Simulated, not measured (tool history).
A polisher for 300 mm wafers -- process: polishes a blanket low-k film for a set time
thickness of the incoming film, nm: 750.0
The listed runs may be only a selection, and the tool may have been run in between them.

run,hour,flow of slurry (ml/min),pressure of the wafer on the pad (kPa),speed of the pad under the wafer (m/s),abrasive content of the slurry,polishing time (s),film removed (angstrom)
1,0.0,230,13.8,0.82,1.0,57,246.03
2,3.0,190,13.8,0.82,1.0,57,235.15
3,5.6,190,13.1,0.82,1.0,57,222.74
4,14.0,190,12.4,0.82,1.0,57,213.91
5,15.4,190,10.3,0.82,1.0,57,181.93
6,20.4,190,10.3,0.82,1.0,57,181.88
7,28.7,190,9.7,0.82,1.0,57,170.72

Run 8 comes next. What will it give?
8,33.9,190,6.2,0.80,1.0,57,?

For run 8 the tool returned film removed (angstrom) 109.73.

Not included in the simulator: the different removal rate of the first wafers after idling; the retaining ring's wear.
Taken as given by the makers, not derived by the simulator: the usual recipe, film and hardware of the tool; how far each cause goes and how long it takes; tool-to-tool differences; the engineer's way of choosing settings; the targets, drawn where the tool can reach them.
